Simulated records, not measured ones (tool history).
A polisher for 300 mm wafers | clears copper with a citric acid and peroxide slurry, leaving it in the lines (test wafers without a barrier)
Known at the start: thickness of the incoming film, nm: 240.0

| run | day | flow of slurry (ml/min) | pressure of the wafer on the pad (kPa) | speed of the pad under the wafer (m/s) | abrasive content of the slurry | overpolish time after the end point (s) | time until the end point was called (s) | dishing of a wide line in a test structure (Å) |
|---|---|---|---|---|---|---|---|---|
| 1 | 0 | 255 | 15.2 | 0.98 | 1 | 13 | 141.41 | 162.92 |
| 2 | 0.125 | 260 | 13.1 | 0.98 | 1 | 11 | 166.64 | 119.78 |
| 3 | 0.492 | 260 | 13.1 | 0.98 | 1 | 15 | 161.37 | 164.69 |
| 4 | 0.721 | 270 | 11.7 | 1 | 1 | 12 | 177.91 | 119.33 |
| 5 | 1.05 | 270 | 11.7 | 1 | 1 | 17 | 179.61 | 167.3 |
| 6 | 1.283 | 300 | 11 | 1.02 | 1 | 14 | 183 | 136.22 |
| 7 | 1.55 | 265 | 10.3 | 1.02 | 1 | 11 | 198.45 | 100.91 |
| 8 | 1.762 | 235 | 10.3 | 1.04 | 1 | 9 | 196.8 | 86.085 |
| 9 | 1.925 | 220 | 10.3 | 1.04 | 1 | 8 | 197.49 | 76.597 |
| 10 | 2.242 | 210 | 9 | 1.04 | 1 | 4 | 227.9 | 34.583 |
| 11 | 2.471 | 205 | 9 | 1.04 | 1 | 5 | 229.72 | 42.653 |

Run 12 is up next; what results do you expect?
| 12 | 2.717 | 210 | 9 | 1.04 | 1 | 5 | ? | ? |

{"run 12": {"time until the end point was called (s)": 225.11, "dishing of a wide line in a test structure (Å)": 42.155}}

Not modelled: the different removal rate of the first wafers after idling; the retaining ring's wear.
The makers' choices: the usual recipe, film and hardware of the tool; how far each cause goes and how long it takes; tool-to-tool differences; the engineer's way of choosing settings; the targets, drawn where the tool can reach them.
